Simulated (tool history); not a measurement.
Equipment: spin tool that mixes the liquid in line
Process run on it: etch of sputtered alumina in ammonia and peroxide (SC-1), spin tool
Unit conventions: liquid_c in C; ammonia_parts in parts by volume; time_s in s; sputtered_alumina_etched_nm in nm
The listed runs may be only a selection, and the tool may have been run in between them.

run	hour	liquid_c	ammonia_parts	time_s	sputtered_alumina_etched_nm
1	0	54	0.45	45	3.1607
2	4.4	54	0.4	45	3.0948
3	11.7	51	0.4	45	2.6674
4	18.3	51	0.55	45	2.7464
5	19.5	47	0.55	45	2.1927
6	22.1	47	0.55	20	0.99274
7	28.5	49	0.55	20	1.0968

Run 8 comes next. What will it give?
8	33	57	0.55	20	?

Logged for run 8: sputtered_alumina_etched_nm 1.6708 nm.
